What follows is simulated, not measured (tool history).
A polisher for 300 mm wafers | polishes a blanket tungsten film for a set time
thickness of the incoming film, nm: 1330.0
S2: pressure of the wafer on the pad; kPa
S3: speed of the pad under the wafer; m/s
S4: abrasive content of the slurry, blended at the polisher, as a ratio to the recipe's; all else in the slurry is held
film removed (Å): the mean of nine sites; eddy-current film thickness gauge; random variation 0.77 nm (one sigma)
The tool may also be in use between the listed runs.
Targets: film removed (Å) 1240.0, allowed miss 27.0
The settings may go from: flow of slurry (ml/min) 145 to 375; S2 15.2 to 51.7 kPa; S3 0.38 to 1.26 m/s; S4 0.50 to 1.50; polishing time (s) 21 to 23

Run 1, hour 0.0: flow of slurry (ml/min) 240, S2 33.1 kPa, S3 0.82 m/s, S4 1.00, polishing time (s) 23. Result: film removed (Å) 1366.4.
Run 2, hour 6.3: flow of slurry (ml/min) 240, S2 25.5 kPa, S3 0.82 m/s, S4 1.00, polishing time (s) 23. Result: film removed (Å) 1092.0.
Run 3, hour 14.0: flow of slurry (ml/min) 285, S2 25.5 kPa, S3 0.82 m/s, S4 1.00, polishing time (s) 23. Result: film removed (Å) 1107.4.
Run 4, hour 20.4: flow of slurry (ml/min) 285, S2 25.5 kPa, S3 0.98 m/s, S4 1.00, polishing time (s) 23. Result: film removed (Å) 1318.6.
Run 5, hour 29.2: flow of slurry (ml/min) 280, S2 24.8 kPa, S3 0.98 m/s, S4 1.00, polishing time (s) 23. Result: film removed (Å) 1290.4.
Run 6, hour 33.3: flow of slurry (ml/min) 280, S2 24.8 kPa, S3 0.86 m/s, S4 1.00, polishing time (s) 23. Result: film removed (Å) 1130.5.
Run 7, hour 36.9: flow of slurry (ml/min) 280, S2 25.5 kPa, S3 0.86 m/s, S4 1.00, polishing time (s) 23. Result: film removed (Å) 1157.5.
Run 8, hour 42.2: flow of slurry (ml/min) 285, S2 26.2 kPa, S3 0.86 m/s, S4 1.00, polishing time (s) 23. Result: film removed (Å) 1185.1.

4 next moves are on the table. One of them brings every result within its allowed miss. Which?
Run A, hour 47.5: flow of slurry (ml/min) 255, S2 26.2 kPa, S3 0.86 m/s, S4 1.15, polishing time (s) 21. Result: film removed (Å) ?.
Run B, hour 47.5: flow of slurry (ml/min) 240, S2 23.4 kPa, S3 0.88 m/s, S4 1.05, polishing time (s) 23. Result: film removed (Å) ?.
Run C, hour 47.5: flow of slurry (ml/min) 255, S2 24.1 kPa, S3 0.86 m/s, S4 1.05, polishing time (s) 23. Result: film removed (Å) ?.
Run D, hour 47.5: flow of slurry (ml/min) 230, S2 28.3 kPa, S3 0.80 m/s, S4 1.25, polishing time (s) 23. Result: film removed (Å) ?.

move  film removed (Å)
   A            1108.3
   B            1086.7
   C            1098.0
   D            1228.9
A: further off than the last run
B: further off than the last run
C: further off than the last run
D: meets every target
Answer: D

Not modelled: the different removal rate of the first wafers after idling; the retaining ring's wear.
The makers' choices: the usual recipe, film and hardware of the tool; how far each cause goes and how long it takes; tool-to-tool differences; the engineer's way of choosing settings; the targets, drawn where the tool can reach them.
